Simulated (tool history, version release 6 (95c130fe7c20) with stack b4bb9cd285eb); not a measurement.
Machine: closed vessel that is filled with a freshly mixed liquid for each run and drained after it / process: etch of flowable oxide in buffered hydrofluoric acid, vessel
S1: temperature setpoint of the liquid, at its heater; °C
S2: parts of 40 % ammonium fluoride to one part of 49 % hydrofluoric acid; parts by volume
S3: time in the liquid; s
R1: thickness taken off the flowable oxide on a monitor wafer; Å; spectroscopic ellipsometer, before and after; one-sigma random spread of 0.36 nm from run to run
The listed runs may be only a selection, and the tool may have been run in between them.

{"run": 1, "day": 0.0, "S1": 21.0, "S2": 16.0, "S3": 30, "R1": 611.22}
{"run": 2, "day": 0.304, "S1": 21.0, "S2": 11.5, "S3": 30, "R1": 846.92}
{"run": 3, "day": 0.575, "S1": 20.5, "S2": 11.5, "S3": 30, "R1": 835.82}
{"run": 4, "day": 0.758, "S1": 20.0, "S2": 11.5, "S3": 30, "R1": 805.35}
{"run": 5, "day": 0.821, "S1": 20.0, "S2": 11.5, "S3": 30, "R1": 806.24}
{"run": 6, "day": 1.167, "S1": 20.0, "S2": 7.5, "S3": 30, "R1": 1196.8}

Predict the results of run 7:
{"run": 7, "day": 1.408, "S1": 19.0, "S2": 8.5, "S3": 30, "R1": "?"}

For run 7 the tool returned R1 988.14 Å.

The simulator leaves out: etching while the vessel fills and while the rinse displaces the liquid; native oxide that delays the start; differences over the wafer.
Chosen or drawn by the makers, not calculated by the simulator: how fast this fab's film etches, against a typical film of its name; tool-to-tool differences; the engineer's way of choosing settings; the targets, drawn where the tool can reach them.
